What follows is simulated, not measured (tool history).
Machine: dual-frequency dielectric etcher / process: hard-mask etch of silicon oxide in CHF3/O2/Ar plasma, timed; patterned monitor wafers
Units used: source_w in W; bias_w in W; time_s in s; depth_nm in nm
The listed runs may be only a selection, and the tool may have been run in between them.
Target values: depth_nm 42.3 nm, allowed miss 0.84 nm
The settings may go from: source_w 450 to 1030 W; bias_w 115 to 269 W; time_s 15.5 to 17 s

Run 1, day 0: source_w 740 W, bias_w 192 W, time_s 17 s. Result: depth_nm 36.498 nm.
Run 2, day 0.042: source_w 740 W, bias_w 192 W, time_s 15.5 s. Result: depth_nm 32.91 nm.
Run 3, day 0.371: source_w 740 W, bias_w 192 W, time_s 15.5 s. Result: depth_nm 33.377 nm.
Run 4, day 0.675: source_w 780 W, bias_w 200 W, time_s 15.5 s. Result: depth_nm 34.398 nm.
Run 5, day 0.917: source_w 810 W, bias_w 209 W, time_s 15.5 s. Result: depth_nm 35.549 nm.
Run 6, day 1: source_w 810 W, bias_w 209 W, time_s 17 s. Result: depth_nm 38.858 nm.
Run 7, day 1.254: source_w 830 W, bias_w 210 W, time_s 17 s. Result: depth_nm 39.547 nm.
Run 8, day 1.492: source_w 840 W, bias_w 211 W, time_s 17 s. Result: depth_nm 39.447 nm.
Run 9, day 1.533: source_w 860 W, bias_w 212 W, time_s 17 s. Result: depth_nm 40.035 nm.
Run 10, day 1.771: source_w 870 W, bias_w 213 W, time_s 17 s. Result: depth_nm 40.768 nm.
Run 11, day 1.929: source_w 880 W, bias_w 213 W, time_s 17 s. Result: depth_nm 40.502 nm.

Which of these 4 next moves meets every target?
Run A, day 2.088: source_w 840 W, bias_w 212 W, time_s 16.5 s. Result: depth_nm ?.
Run B, day 2.088: source_w 910 W, bias_w 228 W, time_s 17 s. Result: depth_nm ?.
Run C, day 2.088: source_w 980 W, bias_w 210 W, time_s 16 s. Result: depth_nm ?.
Run D, day 2.088: source_w 870 W, bias_w 211 W, time_s 16 s. Result: depth_nm ?.

move  depth_nm
   A    38.509
   B    41.978
   C    39.912
   D     37.89
A: moves away from the targets compared with the last run
B: all results in spec
C: moves away from the targets compared with the last run
D: moves away from the targets compared with the last run
B is the move that brings every result within its allowed miss.
